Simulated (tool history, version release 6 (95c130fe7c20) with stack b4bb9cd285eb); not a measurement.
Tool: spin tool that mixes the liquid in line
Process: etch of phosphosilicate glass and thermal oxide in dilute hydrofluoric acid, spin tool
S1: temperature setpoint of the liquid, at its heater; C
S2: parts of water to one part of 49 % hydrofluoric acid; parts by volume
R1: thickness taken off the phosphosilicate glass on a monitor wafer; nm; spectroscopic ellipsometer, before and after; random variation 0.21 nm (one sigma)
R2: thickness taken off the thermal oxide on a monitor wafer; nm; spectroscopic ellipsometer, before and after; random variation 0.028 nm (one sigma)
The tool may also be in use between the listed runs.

run 1 day=0 | S1=24 S2=95 time_under_the_liquid_(s)=30 | R1=59.059 R2=1.484
run 2 day=0.254 | S1=24 S2=80 time_under_the_liquid_(s)=30 | R1=72.441 R2=1.7599
run 3 day=0.496 | S1=24 S2=80 time_under_the_liquid_(s)=40 | R1=96.078 R2=2.4677
run 4 day=0.712 | S1=20.5 S2=80 time_under_the_liquid_(s)=40 | R1=83.3 R2=2.0264
run 5 day=1 | S1=17 S2=80 time_under_the_liquid_(s)=40 | R1=71.418 R2=1.858
run 6 day=1.108 | S1=17 S2=85 time_under_the_liquid_(s)=40 | R1=67.099 R2=1.7099
run 7 day=1.238 | S1=17 S2=85 time_under_the_liquid_(s)=40 | R1=67.237 R2=1.6793

Forecast run 8:
run 8 day=1.412 | S1=17 S2=120 time_under_the_liquid_(s)=40 | R1=? R2=?

Run 8 gave R1 46.09 nm, R2 1.125 nm.
